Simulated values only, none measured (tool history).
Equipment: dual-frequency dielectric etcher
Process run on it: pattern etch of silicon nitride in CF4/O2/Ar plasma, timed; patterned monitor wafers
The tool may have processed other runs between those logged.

run,day,source power (kW),bias power (kW),Ar flow (sccm),CF4 flow (sccm),etch time (s),mean etch depth across the wafer (Å)
1,0.000,0.600,0.056,135,126,20.5,513.93
2,0.292,0.640,0.056,135,126,20.5,529.22
3,0.450,0.680,0.057,135,126,20.5,559.55
4,0.825,0.710,0.057,135,126,20.5,576.23
5,0.975,0.730,0.057,135,126,20.5,586.59
6,1.292,0.660,0.057,135,126,20.5,543.55

Run 7 has not been measured yet. What should we expect?
7,1.488,0.690,0.058,135,126,20.5,?

mean etch depth across the wafer (Å): 575.43
